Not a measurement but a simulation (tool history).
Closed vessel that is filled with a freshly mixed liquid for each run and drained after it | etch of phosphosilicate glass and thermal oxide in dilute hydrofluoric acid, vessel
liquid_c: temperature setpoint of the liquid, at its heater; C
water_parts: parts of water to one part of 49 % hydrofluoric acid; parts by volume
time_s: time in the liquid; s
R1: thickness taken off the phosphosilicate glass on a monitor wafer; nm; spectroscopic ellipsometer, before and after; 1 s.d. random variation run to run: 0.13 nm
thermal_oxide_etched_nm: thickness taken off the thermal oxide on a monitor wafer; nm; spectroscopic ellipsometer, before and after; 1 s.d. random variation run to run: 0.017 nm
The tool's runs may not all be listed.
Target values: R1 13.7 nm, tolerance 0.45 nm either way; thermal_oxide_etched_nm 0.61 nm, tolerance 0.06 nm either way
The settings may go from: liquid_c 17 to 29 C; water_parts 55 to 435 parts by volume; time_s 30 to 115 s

{"run": 1, "hour": 0.0, "liquid_c": 21, "water_parts": 245, "time_s": 60, "R1": 18.761, "thermal_oxide_etched_nm": 0.76837}
{"run": 2, "hour": 8.1, "liquid_c": 23.5, "water_parts": 245, "time_s": 60, "R1": 20.568, "thermal_oxide_etched_nm": 0.87716}
{"run": 3, "hour": 16.0, "liquid_c": 23.5, "water_parts": 205, "time_s": 60, "R1": 25.031, "thermal_oxide_etched_nm": 1.1462}
{"run": 4, "hour": 22.3, "liquid_c": 21, "water_parts": 205, "time_s": 60, "R1": 22.917, "thermal_oxide_etched_nm": 1.0664}
{"run": 5, "hour": 25.7, "liquid_c": 20.5, "water_parts": 210, "time_s": 60, "R1": 22.024, "thermal_oxide_etched_nm": 0.93362}
{"run": 6, "hour": 33.8, "liquid_c": 21, "water_parts": 220, "time_s": 60, "R1": 21.151, "thermal_oxide_etched_nm": 0.93847}
{"run": 7, "hour": 40.6, "liquid_c": 20.5, "water_parts": 225, "time_s": 60, "R1": 20.073, "thermal_oxide_etched_nm": 0.88019}
{"run": 8, "hour": 48.0, "liquid_c": 20.5, "water_parts": 225, "time_s": 60, "R1": 20.35, "thermal_oxide_etched_nm": 0.91152}
{"run": 9, "hour": 56.3, "liquid_c": 20, "water_parts": 230, "time_s": 60, "R1": 19.239, "thermal_oxide_etched_nm": 0.89382}
{"run": 10, "hour": 58.5, "liquid_c": 20, "water_parts": 240, "time_s": 60, "R1": 18.424, "thermal_oxide_etched_nm": 0.82032}
{"run": 11, "hour": 67.1, "liquid_c": 19.5, "water_parts": 245, "time_s": 60, "R1": 17.402, "thermal_oxide_etched_nm": 0.7588}
{"run": 12, "hour": 67.8, "liquid_c": 19, "water_parts": 250, "time_s": 60, "R1": 16.762, "thermal_oxide_etched_nm": 0.71233}
{"run": 13, "hour": 75.5, "liquid_c": 18, "water_parts": 260, "time_s": 60, "R1": 15.486, "thermal_oxide_etched_nm": 0.66262}
{"run": 14, "hour": 84.4, "liquid_c": 17.5, "water_parts": 265, "time_s": 60, "R1": 14.732, "thermal_oxide_etched_nm": 0.67711}
{"run": 15, "hour": 91.1, "liquid_c": 17.5, "water_parts": 270, "time_s": 60, "R1": 14.664, "thermal_oxide_etched_nm": 0.66656}

Of the 4 settings listed for the next run, only one would bring every result within its allowed miss of target. Which one?
{"run": "A", "hour": 97.8, "liquid_c": 17, "water_parts": 275, "time_s": 65, "R1": "?", "thermal_oxide_etched_nm": "?"}
{"run": "B", "hour": 97.8, "liquid_c": 17, "water_parts": 230, "time_s": 50, "R1": "?", "thermal_oxide_etched_nm": "?"}
{"run": "C", "hour": 97.8, "liquid_c": 23, "water_parts": 300, "time_s": 60, "R1": "?", "thermal_oxide_etched_nm": "?"}
{"run": "D", "hour": 97.8, "liquid_c": 22, "water_parts": 280, "time_s": 50, "R1": "?", "thermal_oxide_etched_nm": "?"}

move=A R1=14.965 thermal_oxide_etched_nm=0.66047
move=B R1=14.313 thermal_oxide_etched_nm=0.63171
move=C R1=15.435 thermal_oxide_etched_nm=0.68122
move=D R1=13.555 thermal_oxide_etched_nm=0.59823
A: the biggest miss grows against the last run
B: an improvement on the last run, though not all results are within tolerance
C: the biggest miss grows against the last run
D: all results land within tolerance of their targets
Correct choice: D, which meets every target

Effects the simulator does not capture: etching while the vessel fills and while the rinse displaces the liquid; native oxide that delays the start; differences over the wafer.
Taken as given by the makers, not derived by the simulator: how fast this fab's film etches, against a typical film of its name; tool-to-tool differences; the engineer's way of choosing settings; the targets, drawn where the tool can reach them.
